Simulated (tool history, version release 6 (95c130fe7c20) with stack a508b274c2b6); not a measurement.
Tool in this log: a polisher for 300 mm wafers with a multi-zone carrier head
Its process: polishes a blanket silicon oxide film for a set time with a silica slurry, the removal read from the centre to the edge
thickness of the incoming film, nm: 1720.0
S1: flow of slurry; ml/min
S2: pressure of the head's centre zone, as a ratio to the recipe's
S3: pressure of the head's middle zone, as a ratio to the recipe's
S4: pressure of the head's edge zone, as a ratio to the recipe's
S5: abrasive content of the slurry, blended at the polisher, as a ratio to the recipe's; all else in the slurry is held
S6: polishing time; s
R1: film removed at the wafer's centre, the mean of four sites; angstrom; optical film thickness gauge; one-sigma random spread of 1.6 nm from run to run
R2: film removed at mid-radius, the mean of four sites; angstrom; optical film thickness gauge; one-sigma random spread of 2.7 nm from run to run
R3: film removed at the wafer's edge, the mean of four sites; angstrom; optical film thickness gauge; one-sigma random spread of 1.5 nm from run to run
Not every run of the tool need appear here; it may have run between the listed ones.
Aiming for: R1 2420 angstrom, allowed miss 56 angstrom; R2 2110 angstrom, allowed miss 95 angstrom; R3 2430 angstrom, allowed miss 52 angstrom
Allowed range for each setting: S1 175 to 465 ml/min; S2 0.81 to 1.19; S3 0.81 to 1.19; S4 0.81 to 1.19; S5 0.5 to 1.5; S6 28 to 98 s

run,hour,S1,S2,S3,S4,S5,S6,R1,R2,R3
1,0,295,1,1,1,1,63,2464.3,2488.6,2518.7
2,3.1,295,1,1.04,1,1,63,2457.6,2592.7,2495.7
3,11.8,295,1,1.04,1,1,55,2163.9,2233.2,2190.6
4,14.7,295,1,1.04,1.03,1,55,2162.2,2179.8,2228.7
5,23,310,1.01,1.03,1.05,1,55,2166.8,2265.2,2245.6
6,31.8,310,1.01,0.98,1.05,1,55,2197.6,2224.6,2237.7
7,40.6,280,1.02,0.95,1.07,1.05,55,2206.2,2157.7,2293.1
8,45.4,280,1.04,0.93,1.09,1.05,55,2273.8,2102.3,2325.8
9,52.6,285,1.05,0.92,1.1,1.05,55,2294.5,2099.6,2351.7
10,55.3,295,1.06,0.91,1.11,1.05,55,2324.7,2147.8,2349.3
11,61.4,295,1.07,0.9,1.12,1.05,55,2351.3,2106.4,2390.6
12,64.9,300,1.07,0.9,1.12,1.05,55,2335,2122.4,2375.4
13,71.6,300,1.08,0.89,1.13,1.05,55,2371.5,2077.2,2414.2

Consider the 4 candidate settings below. Which is the only one whose results all fall within their allowed miss of target?
A,78.3,340,1.03,0.9,1.14,1.05,56,?,?,?
B,78.3,240,1.09,0.87,1.11,0.6,78,?,?,?
C,78.3,270,1.09,0.81,1.17,1,56,?,?,?
D,78.3,305,1.04,0.92,1.15,1.1,55,?,?,?

move,R1,R2,R3
A,2341.7,2175,2463.1
B,2438,2118.6,2434
C,2350.9,1961.6,2402.2
D,2344.3,2187.6,2462.9
A: further off than the last run
B: every result within its allowed miss
C: further off than the last run
D: further off than the last run
The move that meets every target is B.

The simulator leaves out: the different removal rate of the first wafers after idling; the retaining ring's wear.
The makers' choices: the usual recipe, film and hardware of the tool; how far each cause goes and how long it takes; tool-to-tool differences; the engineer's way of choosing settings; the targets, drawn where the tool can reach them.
